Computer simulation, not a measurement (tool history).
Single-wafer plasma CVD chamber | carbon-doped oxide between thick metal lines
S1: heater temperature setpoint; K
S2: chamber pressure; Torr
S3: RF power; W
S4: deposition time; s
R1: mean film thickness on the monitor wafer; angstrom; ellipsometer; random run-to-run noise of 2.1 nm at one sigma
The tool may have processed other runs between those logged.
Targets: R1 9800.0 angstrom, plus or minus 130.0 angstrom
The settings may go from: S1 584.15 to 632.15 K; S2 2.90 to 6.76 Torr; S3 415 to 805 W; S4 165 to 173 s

{"run": 1, "hour": 0.0, "S1": 608.15, "S2": 4.83, "S3": 610, "S4": 173, "R1": 10751.0}
{"run": 2, "hour": 2.5, "S1": 613.15, "S2": 4.83, "S3": 610, "S4": 173, "R1": 10545.0}
{"run": 3, "hour": 10.5, "S1": 615.15, "S2": 4.78, "S3": 610, "S4": 173, "R1": 10490.0}
{"run": 4, "hour": 12.4, "S1": 615.15, "S2": 4.78, "S3": 610, "S4": 173, "R1": 10519.0}
{"run": 5, "hour": 13.2, "S1": 616.15, "S2": 4.69, "S3": 610, "S4": 173, "R1": 10466.0}
{"run": 6, "hour": 19.1, "S1": 617.15, "S2": 4.61, "S3": 610, "S4": 173, "R1": 10409.0}
{"run": 7, "hour": 27.2, "S1": 618.15, "S2": 4.54, "S3": 610, "S4": 173, "R1": 10330.0}
{"run": 8, "hour": 33.4, "S1": 619.15, "S2": 4.48, "S3": 610, "S4": 173, "R1": 10282.0}
{"run": 9, "hour": 35.1, "S1": 620.15, "S2": 4.43, "S3": 610, "S4": 173, "R1": 10227.0}

Next run, 5 choices. One meets every target within its allowed miss, the rest don't. Which?
{"run": "A", "hour": 36.8, "S1": 609.15, "S2": 4.47, "S3": 645, "S4": 173, "R1": "?"}
{"run": "B", "hour": 36.8, "S1": 610.15, "S2": 4.5, "S3": 645, "S4": 166, "R1": "?"}
{"run": "C", "hour": 36.8, "S1": 622.15, "S2": 4.13, "S3": 610, "S4": 173, "R1": "?"}
{"run": "D", "hour": 36.8, "S1": 622.15, "S2": 4.3, "S3": 605, "S4": 165, "R1": "?"}
{"run": "E", "hour": 36.8, "S1": 628.15, "S2": 4.26, "S3": 585, "S4": 173, "R1": "?"}

move=A R1=10876.0
move=B R1=10413.0
move=C R1=10050.0
move=D R1=9609.5
move=E R1=9740.6
A: moves away from the targets compared with the last run
B: moves away from the targets compared with the last run
C: better than the last run, though not everything is in spec
D: the result that was furthest off in the last run now lies on the other side of its target
E: every result within its allowed miss
Move E is the one to make.

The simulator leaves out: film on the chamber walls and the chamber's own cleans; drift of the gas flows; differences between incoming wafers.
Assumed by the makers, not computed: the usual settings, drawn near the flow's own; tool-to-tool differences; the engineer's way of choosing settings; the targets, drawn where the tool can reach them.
